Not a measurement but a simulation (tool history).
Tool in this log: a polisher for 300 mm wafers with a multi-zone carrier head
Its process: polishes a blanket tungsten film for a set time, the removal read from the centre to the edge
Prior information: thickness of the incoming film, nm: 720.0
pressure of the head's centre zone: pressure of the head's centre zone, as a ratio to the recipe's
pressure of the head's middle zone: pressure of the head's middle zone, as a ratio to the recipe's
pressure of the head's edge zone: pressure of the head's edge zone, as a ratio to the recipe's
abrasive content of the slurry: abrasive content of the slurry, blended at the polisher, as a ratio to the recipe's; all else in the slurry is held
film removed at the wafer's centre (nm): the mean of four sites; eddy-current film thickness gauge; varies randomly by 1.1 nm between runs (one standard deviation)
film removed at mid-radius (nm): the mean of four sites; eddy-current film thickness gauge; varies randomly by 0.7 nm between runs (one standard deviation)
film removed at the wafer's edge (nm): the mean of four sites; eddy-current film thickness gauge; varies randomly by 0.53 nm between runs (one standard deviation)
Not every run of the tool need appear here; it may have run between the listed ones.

run  hour  flow of slurry (ml/min)  pressure of the head's centre zone  pressure of the head's middle zone  pressure of the head's edge zone  abrasive content of the slurry  polishing time (s)  film removed at the wafer's centre (nm)  film removed at mid-radius (nm)  film removed at the wafer's edge (nm)
  1   0.0                      280                                1.00                                1.00                              1.00                            1.00                  31                                  119.440                          119.400                                119.820
  2   3.7                      270                                1.01                                0.95                              0.99                            0.90                  29                                  108.800                          103.620                                106.750
  3   7.7                      255                                1.02                                0.91                              1.01                            0.80                  27                                  102.190                           89.177                                 98.817
  4  15.4                      255                                1.02                                0.91                              1.01                            0.90                  27                                  104.260                           91.493                                102.510
  5  20.5                      255                                1.02                                0.96                              1.01                            0.90                  27                                  104.190                           98.309                                101.180
  6  22.4                      255                                1.02                                0.96                              1.01                            1.10                  27                                  106.790                          101.890                                105.830
  7  27.5                      250                                1.01                                0.92                              1.00                            0.95                  26                                  100.230                           89.461                                 99.190
  8  33.2                      245                                1.00                                0.90                              0.97                            0.85                  26                                   95.916                           88.478                                 94.682

Run 9 is up next; what results do you expect?
  9  34.7                      225                                1.09                                0.81                              1.07                            0.60                  20                                        ?                                ?                                      ?

film removed at the wafer's centre (nm): 69.220
film removed at mid-radius (nm): 57.231
film removed at the wafer's edge (nm): 68.387
